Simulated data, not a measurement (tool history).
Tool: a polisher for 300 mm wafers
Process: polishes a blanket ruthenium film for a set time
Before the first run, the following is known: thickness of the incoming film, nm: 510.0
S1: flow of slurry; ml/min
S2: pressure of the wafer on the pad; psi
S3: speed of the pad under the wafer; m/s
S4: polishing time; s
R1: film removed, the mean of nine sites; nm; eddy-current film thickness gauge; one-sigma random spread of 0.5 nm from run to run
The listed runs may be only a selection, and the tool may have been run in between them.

run  hour   S1   S2    S3  S4      R1
  1   0.0  195  1.4  1.26  38  35.292
  2   2.4  195  1.4  1.26  38  35.302
  3   8.5  195  1.5  1.26  38  37.748
  4  11.7  200  1.6  1.26  38  39.102
  5  14.6  150  1.6  1.26  38  37.152
  6  16.3  160  1.6  1.26  38  37.472
  7  19.4  160  1.6  1.26  38  37.153
  8  24.0  170  1.6  1.26  38  38.678
  9  29.0  175  1.6  1.26  38  38.138

Run 10, settings as shown, results not yet in. Your forecast:
 10  36.5  180  1.6  1.26  38   ?

{"run 10": {"R1": 38.55}}

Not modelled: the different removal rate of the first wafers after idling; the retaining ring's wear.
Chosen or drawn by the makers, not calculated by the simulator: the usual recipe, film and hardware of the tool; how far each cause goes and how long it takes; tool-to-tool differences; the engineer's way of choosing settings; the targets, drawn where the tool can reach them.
